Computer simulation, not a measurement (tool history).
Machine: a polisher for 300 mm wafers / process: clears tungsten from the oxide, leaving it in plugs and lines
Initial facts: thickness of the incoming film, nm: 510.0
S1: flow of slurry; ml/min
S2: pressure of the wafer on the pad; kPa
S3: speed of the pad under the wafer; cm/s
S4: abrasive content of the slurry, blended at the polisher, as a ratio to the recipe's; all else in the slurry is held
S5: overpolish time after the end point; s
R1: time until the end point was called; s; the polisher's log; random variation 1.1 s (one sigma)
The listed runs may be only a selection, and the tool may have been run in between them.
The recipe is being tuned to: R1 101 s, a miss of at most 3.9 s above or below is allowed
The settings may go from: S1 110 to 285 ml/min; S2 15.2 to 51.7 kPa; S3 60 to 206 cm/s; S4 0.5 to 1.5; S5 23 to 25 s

run	hour	S1	S2	S3	S4	S5	R1
1	0	180	33.1	132	1	23	73.003
2	1.2	150	33.1	132	1	23	75.994
3	2.1	150	33.1	158	1	23	62.721
4	7.9	190	33.1	158	1	23	61.143
5	14.5	190	30.3	158	1	23	65.315
6	21.4	190	27.6	158	1	23	70.947
7	22.8	190	25.5	158	1	23	76.027
8	26	190	24.1	158	1	23	80.61
9	28.8	185	22.8	158	1	23	84.927
10	37.2	170	16.5	156	1	23	113.97
11	41.9	175	16.5	156	1	23	113.87
12	42.8	180	16.5	156	1	23	113.39
13	50.9	185	16.5	156	1	23	111.15
14	52.4	190	16.5	156	1	23	114.9
15	54.4	190	17.2	156	1	23	109.08
16	60.5	200	20	156	1	23	96.309
17	67.1	195	20	156	1	23	95.69
18	71.6	190	20	156	1	23	97.797
19	75.1	185	20	156	1	23	94.138
20	77.6	180	20	156	1	23	95.465

4 candidate next runs follow, results not yet known. Just one meets every target within its allowed miss. Identify it.
A	80.1	180	25.5	118	1	25	?
B	80.1	200	21.4	158	1.05	23	?
C	80.1	170	20	168	0.95	23	?
D	80.1	230	20.7	170	0.85	23	?

move	R1
A	100.17
B	87.626
C	91.774
D	87.029
A: every result within its allowed miss
B: misses by more than the last run did
C: misses by more than the last run did
D: misses by more than the last run did
The right move is A.
